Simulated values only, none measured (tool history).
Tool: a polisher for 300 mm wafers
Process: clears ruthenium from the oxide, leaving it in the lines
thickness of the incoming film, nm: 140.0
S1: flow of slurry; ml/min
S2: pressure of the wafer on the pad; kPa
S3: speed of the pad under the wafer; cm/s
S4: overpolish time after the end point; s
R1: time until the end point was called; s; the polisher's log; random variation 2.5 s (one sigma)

run 1 day=0 | S1=320 S2=15.9 S3=76 S4=34 | R1=180.75
run 2 day=0.046 | S1=320 S2=14.5 S3=76 S4=34 | R1=193.58
run 3 day=0.208 | S1=320 S2=13.1 S3=76 S4=34 | R1=210.34
run 4 day=0.467 | S1=320 S2=11.7 S3=76 S4=34 | R1=226.1
run 5 day=0.808 | S1=260 S2=11.7 S3=76 S4=34 | R1=230.86
run 6 day=0.85 | S1=260 S2=11 S3=76 S4=34 | R1=238.59
-- day=1.008 worn pad replaced by a new one
run 7 day=1.008 | S1=260 S2=10.3 S3=76 S4=34 | R1=220.28
run 8 day=1.217 | S1=260 S2=9.7 S3=74 S4=34 | R1=241.11

Run 9 comes next. What will it give?
run 9 day=1.429 | S1=260 S2=9.7 S3=74 S4=34 | R1=?

R1: 239.85 s
